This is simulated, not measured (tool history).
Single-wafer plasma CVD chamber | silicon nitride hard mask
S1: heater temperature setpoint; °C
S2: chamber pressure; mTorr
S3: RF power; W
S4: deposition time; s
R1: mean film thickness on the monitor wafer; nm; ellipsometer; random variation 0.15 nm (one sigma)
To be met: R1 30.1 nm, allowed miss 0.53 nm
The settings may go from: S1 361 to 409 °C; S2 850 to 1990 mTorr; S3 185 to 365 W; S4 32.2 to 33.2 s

run  hour   S1    S2   S3    S4      R1
  1     0  385  1420  275  32.2  33.941
  2   5.1  385  1420  275  33.2  34.781
  3   6.3  385  1330  270  33.2  33.727
  4  10.6  385  1570  270  33.2  35.084
  5  19.2  385  1710  270  33.2  36.105
  6  19.9  385  1590  265  33.2  34.812
  7  20.9  385  1490  260  33.2   33.57
  8  25.4  385  1410  260  33.2  33.469
  9  27.4  385  1130  230  33.1  28.498

Which of these 5 next moves meets every target?
  A  29.4  384  1230  250  32.2   ?
  B  29.4  396  1110  240  32.8   ?
  C  29.4  384  1210  255  33.2   ?
  D  29.4  390   930  250  33.2   ?
  E  29.4  384  1200  225  33.2   ?

move      R1
   A  30.012
   B  28.731
   C  31.256
   D  28.622
   E  28.443
A: meets every target
B: nearer than the last run, and not there yet
C: takes the result that was furthest off past its target
D: nearer than the last run, and not there yet
E: as far off as the last run
The right move is A.
